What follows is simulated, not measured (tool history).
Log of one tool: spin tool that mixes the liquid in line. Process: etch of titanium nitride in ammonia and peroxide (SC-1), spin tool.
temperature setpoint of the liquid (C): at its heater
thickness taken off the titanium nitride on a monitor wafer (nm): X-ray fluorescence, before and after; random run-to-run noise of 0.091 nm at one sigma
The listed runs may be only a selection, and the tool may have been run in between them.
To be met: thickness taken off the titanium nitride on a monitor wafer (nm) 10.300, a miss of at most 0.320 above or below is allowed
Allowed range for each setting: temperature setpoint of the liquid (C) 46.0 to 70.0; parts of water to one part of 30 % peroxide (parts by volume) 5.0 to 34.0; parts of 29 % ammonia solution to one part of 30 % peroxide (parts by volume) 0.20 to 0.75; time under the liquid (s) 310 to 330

| run | hour | temperature setpoint of the liquid (C) | parts of water to one part of 30 % peroxide (parts by volume) | parts of 29 % ammonia solution to one part of 30 % peroxide (parts by volume) | time under the liquid (s) | thickness taken off the titanium nitride on a monitor wafer (nm) |
|---|---|---|---|---|---|---|
| 1 | 0.0 | 62.0 | 19.0 | 0.45 | 310 | 30.439 |
| 2 | 4.9 | 60.0 | 19.0 | 0.45 | 310 | 26.792 |
| 3 | 7.7 | 60.0 | 19.0 | 0.30 | 310 | 25.076 |
| 4 | 13.9 | 60.0 | 19.0 | 0.40 | 310 | 26.088 |
| 5 | 15.3 | 60.0 | 19.0 | 0.30 | 310 | 25.351 |
| 6 | 20.1 | 60.0 | 19.0 | 0.30 | 330 | 26.977 |
| 7 | 24.3 | 58.0 | 19.5 | 0.30 | 330 | 23.173 |
| 8 | 24.9 | 56.5 | 19.5 | 0.30 | 330 | 20.892 |
| 9 | 31.2 | 55.0 | 19.5 | 0.30 | 330 | 19.148 |
| 10 | 35.6 | 54.0 | 19.5 | 0.30 | 330 | 17.536 |
| 11 | 41.4 | 53.0 | 19.5 | 0.30 | 330 | 16.496 |
| 12 | 47.4 | 52.0 | 19.5 | 0.30 | 330 | 15.469 |
| 13 | 56.3 | 51.0 | 19.5 | 0.30 | 330 | 14.615 |

Exercise: of the 4 proposed moves below, exactly one satisfies all targets within the stated allowed misses. Which move is it?
| A | 65.2 | 57.5 | 22.5 | 0.20 | 330 | ? |
| B | 65.2 | 48.0 | 22.0 | 0.35 | 325 | ? |
| C | 65.2 | 53.0 | 16.5 | 0.35 | 330 | ? |
| D | 65.2 | 48.0 | 20.5 | 0.25 | 310 | ? |

| move | thickness taken off the titanium nitride on a monitor wafer (nm) |
|---|---|
| A | 19.104 |
| B | 11.074 |
| C | 18.696 |
| D | 10.305 |
A: lands further from the targets than the last run did
B: better than the last run, though not everything is in spec
C: lands further from the targets than the last run did
D: every result within its allowed miss
So the answer is move D, the one that meets all the targets.
